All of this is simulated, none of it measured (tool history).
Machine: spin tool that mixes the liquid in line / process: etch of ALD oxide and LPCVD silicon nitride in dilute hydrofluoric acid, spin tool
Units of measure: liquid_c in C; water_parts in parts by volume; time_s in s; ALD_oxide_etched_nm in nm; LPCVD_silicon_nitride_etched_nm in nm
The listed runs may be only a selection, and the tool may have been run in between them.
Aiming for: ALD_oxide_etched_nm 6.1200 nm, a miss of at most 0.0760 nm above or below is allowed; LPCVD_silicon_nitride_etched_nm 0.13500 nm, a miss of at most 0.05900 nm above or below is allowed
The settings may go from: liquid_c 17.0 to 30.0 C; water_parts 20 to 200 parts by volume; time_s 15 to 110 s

run  hour  liquid_c  water_parts  time_s  ALD_oxide_etched_nm  LPCVD_silicon_nitride_etched_nm
  1   0.0      22.0          110      55               8.0557                          0.17890
  2   8.2      21.0          110      55               7.7863                          0.21280
  3  11.2      21.0          110      70               9.8604                          0.21092
  4  15.0      20.5          115      70               9.1400                          0.20658
  5  21.8      20.5           95      70              11.3850                          0.29719
  6  29.8      20.0          105      70               9.9591                          0.21933
  7  35.9      19.5          110      70               9.3217                          0.20185
  8  39.6      19.0          115      70               8.5709                          0.19394
  9  45.2      18.5          120      70               8.0253                          0.15151
 10  53.5      18.5          125      70               7.6946                          0.20884
 11  61.2      18.5          130      70               7.3479                          0.16707
     66.4  -- thermometer replaced
 12  66.4      18.0          130      70               7.8667                          0.14881
 13  67.5      19.0          160      70               6.3722                          0.15967
 14  74.5      18.5          160      70               6.3025                          0.12702

Below are 4 possible settings for the next run. Only one of them brings all results inside the allowed miss of their targets. Which is it?
  A  81.5      17.0          165      75                    ?                                ?
  B  81.5      17.0          175      85                    ?                                ?
  C  81.5      20.5          155      65                    ?                                ?
  D  81.5      26.0          110      35                    ?                                ?

move  ALD_oxide_etched_nm  LPCVD_silicon_nitride_etched_nm
   A               6.0941                          0.16223
   B               6.4507                          0.17375
   C               6.5335                          0.18905
   D               6.4702                          0.20460
A: every result lands within tolerance
B: further off than the last run
C: further off than the last run
D: further off than the last run
Correct choice: A, which meets every target
